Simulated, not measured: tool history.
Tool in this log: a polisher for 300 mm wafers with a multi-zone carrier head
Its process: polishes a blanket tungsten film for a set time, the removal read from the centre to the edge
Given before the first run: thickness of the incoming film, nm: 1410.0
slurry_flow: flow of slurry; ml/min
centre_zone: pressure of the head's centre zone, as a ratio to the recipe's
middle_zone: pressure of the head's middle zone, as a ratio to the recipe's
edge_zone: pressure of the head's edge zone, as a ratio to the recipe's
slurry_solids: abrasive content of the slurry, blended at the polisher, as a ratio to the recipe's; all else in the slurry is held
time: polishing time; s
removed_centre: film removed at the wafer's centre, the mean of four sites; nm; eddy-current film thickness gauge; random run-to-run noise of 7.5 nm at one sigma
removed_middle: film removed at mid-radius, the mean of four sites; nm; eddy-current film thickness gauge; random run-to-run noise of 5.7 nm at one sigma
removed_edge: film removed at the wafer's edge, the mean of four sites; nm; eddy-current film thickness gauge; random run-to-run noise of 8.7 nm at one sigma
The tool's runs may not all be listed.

{"run": 1, "hour": 0.0, "slurry_flow": 185, "centre_zone": 1.0, "middle_zone": 1.0, "edge_zone": 1.0, "slurry_solids": 1.0, "time": 78, "removed_centre": 456.65, "removed_middle": 440.42, "removed_edge": 452.31}
{"run": 2, "hour": 8.4, "slurry_flow": 185, "centre_zone": 1.0, "middle_zone": 1.0, "edge_zone": 1.0, "slurry_solids": 1.0, "time": 64, "removed_centre": 352.08, "removed_middle": 369.1, "removed_edge": 364.23}
{"run": 3, "hour": 12.9, "slurry_flow": 185, "centre_zone": 1.0, "middle_zone": 1.0, "edge_zone": 1.0, "slurry_solids": 0.85, "time": 64, "removed_centre": 343.47, "removed_middle": 349.86, "removed_edge": 368.39}
{"run": 4, "hour": 18.3, "slurry_flow": 185, "centre_zone": 1.0, "middle_zone": 1.0, "edge_zone": 1.0, "slurry_solids": 0.85, "time": 53, "removed_centre": 292.04, "removed_middle": 289.33, "removed_edge": 297.91}
{"run": 5, "hour": 21.0, "slurry_flow": 185, "centre_zone": 1.07, "middle_zone": 1.0, "edge_zone": 1.0, "slurry_solids": 0.85, "time": 53, "removed_centre": 316.22, "removed_middle": 287.99, "removed_edge": 290.1}
{"run": 6, "hour": 23.1, "slurry_flow": 185, "centre_zone": 1.07, "middle_zone": 1.0, "edge_zone": 1.0, "slurry_solids": 0.7, "time": 53, "removed_centre": 299.65, "removed_middle": 280.25, "removed_edge": 284.09}
{"run": 7, "hour": 26.2, "slurry_flow": 190, "centre_zone": 1.05, "middle_zone": 1.0, "edge_zone": 1.02, "slurry_solids": 0.8, "time": 57, "removed_centre": 323.64, "removed_middle": 313.07, "removed_edge": 310.53}
{"run": 8, "hour": 32.6, "slurry_flow": 185, "centre_zone": 1.03, "middle_zone": 1.0, "edge_zone": 1.03, "slurry_solids": 0.85, "time": 62, "removed_centre": 349.21, "removed_middle": 337.6, "removed_edge": 345.03}
{"run": 9, "hour": 39.8, "slurry_flow": 185, "centre_zone": 1.01, "middle_zone": 1.0, "edge_zone": 1.03, "slurry_solids": 0.9, "time": 65, "removed_centre": 366.72, "removed_middle": 364.72, "removed_edge": 379.28}
{"run": 10, "hour": 47.5, "slurry_flow": 225, "centre_zone": 1.02, "middle_zone": 1.09, "edge_zone": 1.11, "slurry_solids": 1.15, "time": 75, "removed_centre": 475.89, "removed_middle": 490.26, "removed_edge": 485.88}
{"run": 11, "hour": 54.2, "slurry_flow": 225, "centre_zone": 1.01, "middle_zone": 1.09, "edge_zone": 1.12, "slurry_solids": 1.2, "time": 75, "removed_centre": 466.03, "removed_middle": 488.09, "removed_edge": 498.21}
{"run": 12, "hour": 59.1, "slurry_flow": 225, "centre_zone": 1.01, "middle_zone": 1.09, "edge_zone": 1.13, "slurry_solids": 1.25, "time": 75, "removed_centre": 468.78, "removed_middle": 501.85, "removed_edge": 484.59}
{"run": 13, "hour": 63.3, "slurry_flow": 230, "centre_zone": 1.01, "middle_zone": 1.09, "edge_zone": 1.14, "slurry_solids": 1.25, "time": 76, "removed_centre": 473.58, "removed_middle": 501.23, "removed_edge": 498.16}
{"run": 14, "hour": 70.6, "slurry_flow": 235, "centre_zone": 1.0, "middle_zone": 1.09, "edge_zone": 1.15, "slurry_solids": 1.25, "time": 77, "removed_centre": 491.04, "removed_middle": 524.42, "removed_edge": 510.09}

Run 15, settings as shown, results not yet in. Your forecast:
{"run": 15, "hour": 74.9, "slurry_flow": 220, "centre_zone": 1.01, "middle_zone": 1.1, "edge_zone": 1.16, "slurry_solids": 1.25, "time": 78, "removed_centre": "?", "removed_middle": "?", "removed_edge": "?"}

removed_centre: 474.95 nm
removed_middle: 524.13 nm
removed_edge: 539.85 nm
